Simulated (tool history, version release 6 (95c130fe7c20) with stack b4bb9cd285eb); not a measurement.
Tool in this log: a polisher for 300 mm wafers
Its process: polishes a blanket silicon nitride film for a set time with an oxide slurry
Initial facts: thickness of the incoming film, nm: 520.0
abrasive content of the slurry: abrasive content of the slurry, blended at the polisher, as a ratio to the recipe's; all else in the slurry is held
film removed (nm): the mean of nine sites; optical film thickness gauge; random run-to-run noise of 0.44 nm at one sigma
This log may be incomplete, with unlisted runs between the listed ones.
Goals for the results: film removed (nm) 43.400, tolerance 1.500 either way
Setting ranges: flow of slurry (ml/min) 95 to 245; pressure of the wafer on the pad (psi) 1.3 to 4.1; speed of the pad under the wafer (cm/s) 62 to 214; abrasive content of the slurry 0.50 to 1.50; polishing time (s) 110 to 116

| run | hour | flow of slurry (ml/min) | pressure of the wafer on the pad (psi) | speed of the pad under the wafer (cm/s) | abrasive content of the slurry | polishing time (s) | film removed (nm) |
|---|---|---|---|---|---|---|---|
| 1 | 0.0 | 155 | 2.7 | 138 | 1.00 | 110 | 55.548 |
| 2 | 0.6 | 150 | 2.5 | 138 | 1.00 | 110 | 52.227 |
| 3 | 4.3 | 150 | 2.5 | 138 | 1.10 | 110 | 53.893 |
| 4 | 9.7 | 150 | 2.0 | 138 | 1.10 | 110 | 46.117 |
| 5 | 14.7 | 150 | 2.4 | 138 | 1.10 | 110 | 52.657 |
| 6 | 19.8 | 150 | 2.4 | 138 | 1.20 | 110 | 54.482 |
| 7 | 23.4 | 145 | 2.2 | 138 | 1.20 | 110 | 49.343 |
|  | 27.9 | slurry nozzle cleaned |
| 8 | 27.9 | 120 | 1.9 | 138 | 1.20 | 110 | 49.823 |
| 9 | 29.7 | 135 | 1.9 | 138 | 1.20 | 110 | 51.084 |
| 10 | 36.5 | 150 | 1.7 | 138 | 1.20 | 110 | 47.377 |
| 11 | 43.6 | 150 | 1.6 | 138 | 1.20 | 110 | 46.674 |

Which one of the following 4 next-run settings gets every result inside its allowed miss? There is exactly one.
| A | 50.7 | 125 | 1.5 | 126 | 1.25 | 110 | ? |
| B | 50.7 | 220 | 2.0 | 102 | 1.10 | 110 | ? |
| C | 50.7 | 135 | 1.5 | 138 | 1.00 | 110 | ? |
| D | 50.7 | 125 | 1.7 | 118 | 1.15 | 110 | ? |

| move | film removed (nm) |
|---|---|
| A | 39.179 |
| B | 43.116 |
| C | 39.181 |
| D | 39.389 |
A: pushes the last run's worst result past its target
B: each result inside its tolerance
C: pushes the last run's worst result past its target
D: pushes the last run's worst result past its target
B is the move that brings every result within its allowed miss.
